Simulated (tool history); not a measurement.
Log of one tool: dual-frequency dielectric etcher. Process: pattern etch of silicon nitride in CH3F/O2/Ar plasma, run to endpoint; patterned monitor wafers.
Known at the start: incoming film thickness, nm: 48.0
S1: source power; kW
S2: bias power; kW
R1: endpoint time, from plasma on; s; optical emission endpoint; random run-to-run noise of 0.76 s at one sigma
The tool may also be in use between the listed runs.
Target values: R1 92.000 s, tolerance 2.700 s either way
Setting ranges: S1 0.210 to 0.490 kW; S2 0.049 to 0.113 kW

run  hour     S1     S2       R1
  1   0.0  0.350  0.081   65.669
  2   5.5  0.330  0.077   70.487
  3   8.3  0.320  0.075   72.261
  4  12.8  0.320  0.089   65.152
  5  21.3  0.310  0.085   68.071
  6  29.5  0.300  0.082   70.333
  7  38.5  0.290  0.079   71.648
  8  45.2  0.280  0.075   75.362
  9  46.8  0.270  0.073   77.744
 10  48.7  0.260  0.071   81.277
 11  51.3  0.260  0.071   79.941
 12  58.7  0.210  0.055  100.990
 13  60.1  0.220  0.055   98.966
 14  67.2  0.230  0.055   97.620

Of the 5 settings listed for the next run, only one would bring every result within its allowed miss of target. Which one?
  A  74.3  0.210  0.065   ?
  B  74.3  0.220  0.050   ?
  C  74.3  0.230  0.067   ?
  D  74.3  0.250  0.064   ?
  E  74.3  0.210  0.053   ?

move       R1
   A   90.406
   B  103.820
   C   85.831
   D   85.307
   E  101.990
A: every result lands within tolerance
B: its largest miss is bigger than the last run's
C: takes the biggest miss from the last run beyond its target
D: takes the biggest miss from the last run beyond its target
E: its largest miss is bigger than the last run's
So the answer is move A, the one that meets all the targets.
